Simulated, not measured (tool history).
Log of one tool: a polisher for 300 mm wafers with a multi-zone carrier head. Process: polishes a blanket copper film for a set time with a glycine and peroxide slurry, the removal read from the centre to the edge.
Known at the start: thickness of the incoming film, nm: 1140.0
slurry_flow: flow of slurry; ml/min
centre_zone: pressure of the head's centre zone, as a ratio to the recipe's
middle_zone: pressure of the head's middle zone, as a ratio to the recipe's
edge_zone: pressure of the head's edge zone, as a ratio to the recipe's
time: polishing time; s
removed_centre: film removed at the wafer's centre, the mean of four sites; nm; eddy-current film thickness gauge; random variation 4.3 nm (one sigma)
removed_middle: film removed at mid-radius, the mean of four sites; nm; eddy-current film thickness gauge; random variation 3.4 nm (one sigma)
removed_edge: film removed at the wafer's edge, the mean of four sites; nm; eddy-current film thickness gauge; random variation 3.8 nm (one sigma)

run  hour  slurry_flow  centre_zone  middle_zone  edge_zone  time  removed_centre  removed_middle  removed_edge
  1     0          155            1            1          1    63          301.57           306.5        293.41
  2   1.7          155            1            1          1    70          340.69          334.41        333.71
  3   8.9          155            1            1          1    55          263.48          264.27        264.25
  4  11.2          175         1.06         1.02       1.03    58          304.74          284.79        280.84
  5  16.5          185          1.1         1.04       1.06    60          337.49          306.79        303.27
  6  23.9          195         1.13         1.06       1.07    60          348.97          315.75        309.06
  7  29.7          205         1.15         1.06       1.07    61          360.45          319.85        313.58

Run 8 comes next. What will it give?
  8  37.9          210         1.16         1.06       1.06    62               ?               ?             ?

{"run 8": {"removed_centre": 373.5, "removed_middle": 325.45, "removed_edge": 319.33}}
